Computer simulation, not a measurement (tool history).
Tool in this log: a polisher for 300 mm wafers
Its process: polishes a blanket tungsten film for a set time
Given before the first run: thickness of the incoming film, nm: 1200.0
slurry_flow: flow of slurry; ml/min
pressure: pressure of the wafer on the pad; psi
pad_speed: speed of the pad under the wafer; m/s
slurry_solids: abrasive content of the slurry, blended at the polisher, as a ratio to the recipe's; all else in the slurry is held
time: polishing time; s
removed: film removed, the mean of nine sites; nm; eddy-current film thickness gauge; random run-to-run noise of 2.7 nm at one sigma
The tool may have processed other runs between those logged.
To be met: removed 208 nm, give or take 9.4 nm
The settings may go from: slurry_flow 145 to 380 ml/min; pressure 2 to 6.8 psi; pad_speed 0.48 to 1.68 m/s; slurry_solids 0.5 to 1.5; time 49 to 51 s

run	day	slurry_flow	pressure	pad_speed	slurry_solids	time	removed
1	0	245	4.4	1.08	1	49	353.48
2	0.038	245	3.9	1.08	1	49	305.53
3	0.4	245	3.9	1.08	1	49	308.96
4	0.579	245	3.6	1.08	1	49	292.06
5	0.854	245	3.6	1.08	0.95	49	290
6	0.954	245	4.5	1.08	0.95	49	350.2
7	1.146	245	4	1.06	0.95	49	314.74
8	1.217	245	3.6	1.06	0.95	49	280.69
9	1.479	245	3.3	1.06	0.95	49	257.58
10	1.808	245	2.4	1.04	0.95	49	186.54

Of the 5 settings listed for the next run, only one would bring every result within its allowed miss of target. Which one?
A	2.138	210	2.2	1.24	1	50	?
B	2.138	280	2	1.12	0.85	51	?
C	2.138	240	2.2	1.06	1.1	50	?
D	2.138	245	2.4	0.98	0.9	49	?
E	2.138	270	2.4	0.84	0.95	49	?

move	removed
A	204.8
B	174.29
C	182.05
D	173.76
E	152.81
A: hits every target within its allowed miss
B: lands further from the targets than the last run did
C: lands further from the targets than the last run did
D: lands further from the targets than the last run did
E: lands further from the targets than the last run did
Correct choice: A, which meets every target

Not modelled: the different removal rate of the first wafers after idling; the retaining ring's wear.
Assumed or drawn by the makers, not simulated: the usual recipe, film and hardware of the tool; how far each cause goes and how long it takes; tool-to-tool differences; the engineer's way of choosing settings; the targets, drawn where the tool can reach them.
